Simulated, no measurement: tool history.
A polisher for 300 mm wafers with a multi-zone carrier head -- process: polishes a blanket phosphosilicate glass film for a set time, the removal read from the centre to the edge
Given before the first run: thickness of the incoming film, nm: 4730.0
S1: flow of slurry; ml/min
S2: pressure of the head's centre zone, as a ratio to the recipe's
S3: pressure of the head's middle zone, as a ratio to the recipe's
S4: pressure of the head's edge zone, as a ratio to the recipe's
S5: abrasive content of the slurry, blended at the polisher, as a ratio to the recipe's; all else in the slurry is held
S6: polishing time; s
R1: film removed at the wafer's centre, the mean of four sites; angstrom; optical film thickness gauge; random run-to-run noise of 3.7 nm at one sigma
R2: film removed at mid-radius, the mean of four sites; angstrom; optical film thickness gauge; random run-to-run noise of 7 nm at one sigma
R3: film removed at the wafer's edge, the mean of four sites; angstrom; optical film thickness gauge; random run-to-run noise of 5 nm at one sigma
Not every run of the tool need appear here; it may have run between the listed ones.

| run | day | S1 | S2 | S3 | S4 | S5 | S6 | R1 | R2 | R3 |
|---|---|---|---|---|---|---|---|---|---|---|
| 1 | 0.000 | 195 | 1.00 | 1.00 | 1.00 | 1.00 | 51 | 4836.7 | 4568.1 | 4636.1 |
| 2 | 0.350 | 195 | 0.96 | 1.00 | 1.05 | 1.05 | 51 | 4716.9 | 4803.9 | 4929.4 |
| 3 | 0.592 | 195 | 0.95 | 0.99 | 1.08 | 1.05 | 51 | 4640.0 | 4726.4 | 4908.9 |
| 4 | 0.679 | 195 | 0.93 | 0.98 | 1.11 | 1.10 | 51 | 4702.9 | 4908.4 | 5064.6 |
| 5 | 0.812 | 195 | 0.93 | 0.98 | 1.11 | 1.10 | 61 | 5604.0 | 5759.0 | 6168.1 |
| 6 | 1.133 | 185 | 0.90 | 0.96 | 1.08 | 1.05 | 61 | 5182.4 | 5478.6 | 5965.9 |

Expected results for the next run?
| 7 | 1.383 | 180 | 0.89 | 0.96 | 1.05 | 1.00 | 61 | ? | ? | ? |

{"run 7": {"R1": 4987.0, "R2": 5338.1, "R3": 5626.9}}

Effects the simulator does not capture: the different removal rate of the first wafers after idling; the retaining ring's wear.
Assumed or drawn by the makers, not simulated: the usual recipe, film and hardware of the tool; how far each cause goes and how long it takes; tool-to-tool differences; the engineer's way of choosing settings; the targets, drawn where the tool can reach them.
